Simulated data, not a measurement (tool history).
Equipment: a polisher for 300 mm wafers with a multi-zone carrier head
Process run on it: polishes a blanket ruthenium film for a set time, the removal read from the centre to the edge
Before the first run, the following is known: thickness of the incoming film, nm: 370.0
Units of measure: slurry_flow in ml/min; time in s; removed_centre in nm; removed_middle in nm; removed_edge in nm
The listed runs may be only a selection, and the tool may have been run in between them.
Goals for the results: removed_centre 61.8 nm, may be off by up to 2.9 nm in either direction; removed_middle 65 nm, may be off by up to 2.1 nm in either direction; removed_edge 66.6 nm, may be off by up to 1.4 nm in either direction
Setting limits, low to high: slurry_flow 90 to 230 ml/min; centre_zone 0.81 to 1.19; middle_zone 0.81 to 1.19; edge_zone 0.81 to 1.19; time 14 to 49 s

run 1 day=0 | slurry_flow=150 centre_zone=1 middle_zone=1 edge_zone=1 time=31 | removed_centre=46.417 removed_middle=48.571 removed_edge=47.937
run 2 day=0.362 | slurry_flow=150 centre_zone=1 middle_zone=1 edge_zone=1.07 time=31 | removed_centre=47.636 removed_middle=47.852 removed_edge=49.4
run 3 day=0.729 | slurry_flow=150 centre_zone=1 middle_zone=1 edge_zone=0.99 time=31 | removed_centre=48.29 removed_middle=48.438 removed_edge=48.208
run 4 day=0.908 | slurry_flow=150 centre_zone=1 middle_zone=1.05 edge_zone=0.99 time=31 | removed_centre=46.434 removed_middle=50.334 removed_edge=47.537
run 5 day=0.942 | slurry_flow=150 centre_zone=1 middle_zone=1.05 edge_zone=0.99 time=34 | removed_centre=52.827 removed_middle=55.864 removed_edge=53.155
run 6 day=1.042 | slurry_flow=140 centre_zone=1 middle_zone=1.05 edge_zone=0.99 time=34 | removed_centre=51.197 removed_middle=54 removed_edge=51.639
run 7 day=1.158 | slurry_flow=165 centre_zone=0.99 middle_zone=1.04 edge_zone=1.04 time=34 | removed_centre=53.076 removed_middle=55.97 removed_edge=54.265
run 8 day=1.192 | slurry_flow=165 centre_zone=0.99 middle_zone=1.04 edge_zone=1.04 time=34 | removed_centre=54.32 removed_middle=55.552 removed_edge=54.433
run 9 day=1.558 | slurry_flow=175 centre_zone=0.96 middle_zone=1.05 edge_zone=1.08 time=35 | removed_centre=54.708 removed_middle=58.79 removed_edge=57.318
run 10 day=1.596 | slurry_flow=185 centre_zone=0.95 middle_zone=1.04 edge_zone=1.11 time=36 | removed_centre=55.197 removed_middle=60.809 removed_edge=59.933

Consider the 5 candidate settings below. Which is the only one whose results all fall within their allowed miss of target?
run A day=1.633 | slurry_flow=220 centre_zone=1.13 middle_zone=1.19 edge_zone=1.01 time=32 | removed_centre=? removed_middle=? removed_edge=?
run B day=1.633 | slurry_flow=180 centre_zone=0.92 middle_zone=1.08 edge_zone=1.11 time=38 | removed_centre=? removed_middle=? removed_edge=?
run C day=1.633 | slurry_flow=230 centre_zone=1.01 middle_zone=1.06 edge_zone=0.97 time=36 | removed_centre=? removed_middle=? removed_edge=?
run D day=1.633 | slurry_flow=190 centre_zone=0.86 middle_zone=1.14 edge_zone=1.02 time=35 | removed_centre=? removed_middle=? removed_edge=?
run E day=1.633 | slurry_flow=190 centre_zone=0.97 middle_zone=1.04 edge_zone=1.17 time=39 | removed_centre=? removed_middle=? removed_edge=?

move=A removed_centre=59.527 removed_middle=61.294 removed_edge=52.621
move=B removed_centre=56.775 removed_middle=64.994 removed_edge=63.903
move=C removed_centre=60.88 removed_middle=62.843 removed_edge=58.498
move=D removed_centre=49.792 removed_middle=63.293 removed_edge=56.919
move=E removed_centre=61.673 removed_middle=65.154 removed_edge=67.752
A: the biggest miss grows against the last run
B: nearer the targets than the last run, but a result is still out of spec
C: the biggest miss grows against the last run
D: the biggest miss grows against the last run
E: meets every target
Move E is the one to make.

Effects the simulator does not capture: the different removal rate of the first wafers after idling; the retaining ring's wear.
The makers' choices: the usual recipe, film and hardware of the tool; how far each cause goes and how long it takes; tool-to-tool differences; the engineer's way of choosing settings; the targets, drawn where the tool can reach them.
